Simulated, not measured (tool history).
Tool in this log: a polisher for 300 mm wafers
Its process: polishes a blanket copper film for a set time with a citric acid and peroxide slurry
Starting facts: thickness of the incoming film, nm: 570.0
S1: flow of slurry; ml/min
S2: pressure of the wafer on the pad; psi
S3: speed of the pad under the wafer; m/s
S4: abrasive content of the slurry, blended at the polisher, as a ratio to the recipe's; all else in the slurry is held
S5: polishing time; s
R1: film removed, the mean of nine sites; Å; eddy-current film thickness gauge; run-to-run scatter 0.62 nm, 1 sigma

| run | hour | S1 | S2 | S3 | S4 | S5 | R1 |
|---|---|---|---|---|---|---|---|
| 1 | 0.0 | 270 | 3.3 | 0.80 | 1.0 | 47 | 1110.50 |
| 2 | 2.4 | 205 | 3.3 | 0.80 | 1.0 | 47 | 1068.30 |
| 3 | 10.6 | 205 | 2.9 | 0.80 | 1.0 | 47 | 945.87 |
| 4 | 15.5 | 205 | 2.6 | 0.76 | 1.0 | 47 | 793.30 |
| 5 | 21.2 | 205 | 2.6 | 0.56 | 1.0 | 47 | 622.37 |
| 6 | 29.9 | 205 | 2.4 | 0.56 | 1.0 | 47 | 583.55 |

Run 7, settings as shown, results not yet in. Your forecast:
| 7 | 35.9 | 205 | 2.4 | 0.56 | 1.0 | 47 | ? |

R1: 574.35 Å

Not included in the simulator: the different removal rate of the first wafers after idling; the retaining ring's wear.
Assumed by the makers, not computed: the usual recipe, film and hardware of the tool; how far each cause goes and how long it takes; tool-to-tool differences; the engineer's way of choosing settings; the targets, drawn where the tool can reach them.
